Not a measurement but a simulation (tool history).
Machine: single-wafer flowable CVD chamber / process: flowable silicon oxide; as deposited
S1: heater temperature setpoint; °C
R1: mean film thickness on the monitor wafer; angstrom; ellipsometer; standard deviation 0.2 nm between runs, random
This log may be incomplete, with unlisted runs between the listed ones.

Run 1, day 0: S1 105 °C, chamber pressure (Pa) 75.9, RF power (W) 1940, deposition time (s) 315. Result: R1 945.01 angstrom.
Run 2, day 0.196: S1 108 °C, chamber pressure (Pa) 75.9, RF power (W) 1940, deposition time (s) 315. Result: R1 868.82 angstrom.
Run 3, day 0.296: S1 110 °C, chamber pressure (Pa) 75.9, RF power (W) 1940, deposition time (s) 315. Result: R1 815.18 angstrom.
Run 4, day 0.608: S1 110 °C, chamber pressure (Pa) 75.9, RF power (W) 2125, deposition time (s) 315. Result: R1 835.28 angstrom.
Run 5, day 0.692: S1 112 °C, chamber pressure (Pa) 75.9, RF power (W) 2125, deposition time (s) 315. Result: R1 791.64 angstrom.
Run 6, day 0.733: S1 104 °C, chamber pressure (Pa) 75.9, RF power (W) 2125, deposition time (s) 315. Result: R1 992.66 angstrom.
Run 7, day 0.858: S1 108 °C, chamber pressure (Pa) 75.9, RF power (W) 2125, deposition time (s) 315. Result: R1 887.91 angstrom.
Run 8, day 1.142: S1 111 °C, chamber pressure (Pa) 75.9, RF power (W) 2125, deposition time (s) 315. Result: R1 811.39 angstrom.
Run 9, day 1.488: S1 113 °C, chamber pressure (Pa) 75.9, RF power (W) 2125, deposition time (s) 315. Result: R1 768.62 angstrom.
Run 10, day 1.742: S1 114 °C, chamber pressure (Pa) 75.9, RF power (W) 2125, deposition time (s) 315. Result: R1 744.65 angstrom.
Run 11, day 2: S1 115 °C, chamber pressure (Pa) 75.9, RF power (W) 2125, deposition time (s) 315. Result: R1 726.41 angstrom.

Run 12 comes next. What will it give?
Run 12, day 2.238: S1 116 °C, chamber pressure (Pa) 75.9, RF power (W) 2125, deposition time (s) 315. Result: R1 ?.

{"run 12": {"R1": 710.08}}
